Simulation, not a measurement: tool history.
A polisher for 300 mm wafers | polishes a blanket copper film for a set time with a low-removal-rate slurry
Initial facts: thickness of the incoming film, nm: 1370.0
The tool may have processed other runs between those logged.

run	day	flow of slurry (ml/min)	pressure of the wafer on the pad (psi)	speed of the pad under the wafer (cm/s)	abrasive content of the slurry	polishing time (s)	film removed (Å)
1	0.000	265	2.2	106	1.0	18	365.11
2	0.362	265	2.2	106	1.0	18	367.87
3	0.629	265	2.2	106	0.9	18	359.19
4	0.962	260	1.9	102	0.9	18	298.62
5	1.183	260	2.4	102	0.9	18	377.03
6	1.350	260	2.4	90	0.9	18	337.20
7	1.496	255	2.1	90	0.9	18	298.39
8	1.558	255	1.9	88	0.9	18	266.94

Expected results for the next run?
9	1.804	255	1.7	88	0.9	18	?

film removed (Å): 239.02
